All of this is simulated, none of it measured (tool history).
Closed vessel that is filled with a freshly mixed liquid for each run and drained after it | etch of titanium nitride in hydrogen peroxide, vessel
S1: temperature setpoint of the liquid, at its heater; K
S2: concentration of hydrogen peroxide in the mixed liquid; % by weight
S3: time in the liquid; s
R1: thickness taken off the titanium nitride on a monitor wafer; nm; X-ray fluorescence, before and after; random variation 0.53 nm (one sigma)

run,day,S1,S2,S3,R1
1,0,322.15,15,2165,66.674
2,0.104,322.15,15,2165,67.207
3,0.171,317.65,15,2165,48.124
4,0.258,317.65,15,2325,51.983
5,0.317,312.15,15,2325,34.098
6,0.538,312.15,15,2325,34.152
7,0.667,320.15,15.5,2325,62.979
8,0.862,321.15,15.5,2325,67.491
9,1.067,322.15,15.5,2325,72.729

Forecast run 10:
10,1.246,322.65,15.5,2325,?

R1: 75.379 nm
